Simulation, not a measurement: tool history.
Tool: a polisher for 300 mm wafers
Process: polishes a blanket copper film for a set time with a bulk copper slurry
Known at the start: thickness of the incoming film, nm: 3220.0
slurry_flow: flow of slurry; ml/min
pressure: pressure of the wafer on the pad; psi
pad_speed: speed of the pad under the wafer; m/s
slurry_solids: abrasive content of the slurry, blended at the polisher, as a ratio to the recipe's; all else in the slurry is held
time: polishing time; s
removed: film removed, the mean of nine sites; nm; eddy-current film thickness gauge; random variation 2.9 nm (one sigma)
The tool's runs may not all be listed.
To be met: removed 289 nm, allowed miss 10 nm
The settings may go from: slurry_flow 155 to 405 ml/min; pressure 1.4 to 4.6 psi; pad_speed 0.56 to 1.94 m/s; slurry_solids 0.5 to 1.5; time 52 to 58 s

Run 1, day 0: slurry_flow 260 ml/min, pressure 3 psi, pad_speed 1.24 m/s, slurry_solids 1, time 58 s. Result: removed 659.08 nm.
Run 2, day 0.354: slurry_flow 260 ml/min, pressure 2.7 psi, pad_speed 1.18 m/s, slurry_solids 1, time 58 s. Result: removed 588.35 nm.
Run 3, day 0.496: slurry_flow 260 ml/min, pressure 2.5 psi, pad_speed 1.1 m/s, slurry_solids 1, time 58 s. Result: removed 528.45 nm.
Run 4, day 0.825: slurry_flow 260 ml/min, pressure 2.5 psi, pad_speed 1.38 m/s, slurry_solids 1, time 58 s. Result: removed 661.25 nm.
Run 5, day 0.925: slurry_flow 260 ml/min, pressure 2.5 psi, pad_speed 1.54 m/s, slurry_solids 1, time 58 s. Result: removed 728.28 nm.
Run 6, day 1.046: slurry_flow 260 ml/min, pressure 2.5 psi, pad_speed 1.54 m/s, slurry_solids 0.85, time 58 s. Result: removed 708.76 nm.
Run 7, day 1.342: slurry_flow 260 ml/min, pressure 2.3 psi, pad_speed 1.4 m/s, slurry_solids 0.85, time 58 s. Result: removed 609.66 nm.
Run 8, day 1.638: slurry_flow 260 ml/min, pressure 2.1 psi, pad_speed 1.28 m/s, slurry_solids 0.85, time 58 s. Result: removed 538.44 nm.
Run 9, day 1.904: slurry_flow 255 ml/min, pressure 1.4 psi, pad_speed 0.92 m/s, slurry_solids 0.75, time 57 s. Result: removed 309.39 nm.
Run 10, day 1.988: slurry_flow 255 ml/min, pressure 1.4 psi, pad_speed 0.9 m/s, slurry_solids 0.75, time 57 s. Result: removed 300.7 nm.
Run 11, day 2.208: slurry_flow 255 ml/min, pressure 1.4 psi, pad_speed 0.9 m/s, slurry_solids 0.75, time 57 s. Result: removed 302.31 nm.

Which of these 4 next moves meets every target?
Run A, day 2.429: slurry_flow 235 ml/min, pressure 1.9 psi, pad_speed 0.88 m/s, slurry_solids 0.65, time 53 s. Result: removed ?.
Run B, day 2.429: slurry_flow 210 ml/min, pressure 1.4 psi, pad_speed 0.94 m/s, slurry_solids 0.65, time 55 s. Result: removed ?.
Run C, day 2.429: slurry_flow 270 ml/min, pressure 1.6 psi, pad_speed 0.84 m/s, slurry_solids 0.8, time 58 s. Result: removed ?.
Run D, day 2.429: slurry_flow 240 ml/min, pressure 1.6 psi, pad_speed 0.88 m/s, slurry_solids 0.75, time 57 s. Result: removed ?.

move  removed
   A   305.03
   B   289.51
   C   312.03
   D   312.23
A: further off than the last run
B: meets every target
C: further off than the last run
D: further off than the last run
The right move is B.
